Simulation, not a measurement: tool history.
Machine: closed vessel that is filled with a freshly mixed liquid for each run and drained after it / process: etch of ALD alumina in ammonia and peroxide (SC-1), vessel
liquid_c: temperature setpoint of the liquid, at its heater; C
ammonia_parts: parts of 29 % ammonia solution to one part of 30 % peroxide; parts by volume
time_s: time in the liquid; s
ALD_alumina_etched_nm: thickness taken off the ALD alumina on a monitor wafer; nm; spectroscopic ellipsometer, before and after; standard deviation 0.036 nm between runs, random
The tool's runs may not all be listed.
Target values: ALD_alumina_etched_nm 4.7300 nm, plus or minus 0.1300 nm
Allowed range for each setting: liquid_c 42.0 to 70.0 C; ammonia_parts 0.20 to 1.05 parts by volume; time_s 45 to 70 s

run,hour,liquid_c,ammonia_parts,time_s,ALD_alumina_etched_nm
1,0.0,58.0,0.55,70,6.9473
2,8.6,58.0,0.70,70,7.0076
3,14.1,56.0,0.70,70,6.3996
4,20.1,54.5,0.70,70,5.8894
# hour 21.1: ammonia flow meter replaced
5,21.1,53.5,0.70,70,5.6388
6,22.3,53.5,0.70,70,5.5780
7,26.3,52.5,0.70,70,5.2781
8,32.9,52.0,0.70,70,5.1959
9,40.8,51.5,0.70,70,5.0518
10,43.1,51.0,0.70,70,4.8440

5 next moves are on the table. One of them brings every result within its allowed miss. Which?
A,45.4,51.0,1.00,70,?
B,45.4,50.5,0.65,70,?
C,45.4,52.5,0.65,60,?
D,45.4,51.5,0.70,70,?
E,45.4,51.5,0.75,70,?

move,ALD_alumina_etched_nm
A,4.9950
B,4.6652
C,4.4586
D,4.9618
E,4.9945
A: its largest miss is bigger than the last run's
B: each result inside its tolerance
C: pushes the last run's worst result past its target
D: its largest miss is bigger than the last run's
E: its largest miss is bigger than the last run's
Go with B: it meets all targets.
